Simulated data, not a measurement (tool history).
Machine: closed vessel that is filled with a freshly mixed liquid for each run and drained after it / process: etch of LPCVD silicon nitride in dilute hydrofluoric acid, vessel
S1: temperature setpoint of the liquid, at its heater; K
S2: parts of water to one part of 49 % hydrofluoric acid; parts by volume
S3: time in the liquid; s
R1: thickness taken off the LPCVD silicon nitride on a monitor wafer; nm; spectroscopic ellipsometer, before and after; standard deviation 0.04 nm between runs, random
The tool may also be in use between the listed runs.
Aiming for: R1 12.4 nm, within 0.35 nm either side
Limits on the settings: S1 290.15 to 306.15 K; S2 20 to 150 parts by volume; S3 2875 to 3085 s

run,day,S1,S2,S3,R1
1,0,298.15,85,2875,15.925
2,0.162,297.65,85,2875,15.455
3,0.517,300.15,85,2875,18.272
4,0.867,299.15,85,2875,17.188
5,1.138,299.15,100,2875,14.521
6,1.529,298.65,100,2875,14.056
7,1.912,298.65,100,2875,14.127
8,2.188,298.15,100,2875,13.634
9,2.533,297.65,100,2875,13.174
10,2.638,297.65,100,2875,13.196
11,2.762,297.15,100,2875,12.779

Exactly one of the 5 candidate moves below puts every result within its allowed miss. Which one?
A,2.888,296.15,100,2950,?
B,2.888,296.15,90,2875,?
C,2.888,296.65,100,3050,?
D,2.888,296.15,95,2995,?
E,2.888,298.65,110,2940,?

move,R1
A,12.287
B,13.282
C,13.131
D,13.12
E,13.131
A: hits every target within its allowed miss
B: further off than the last run
C: further off than the last run
D: further off than the last run
E: further off than the last run
The move that meets every target is A.
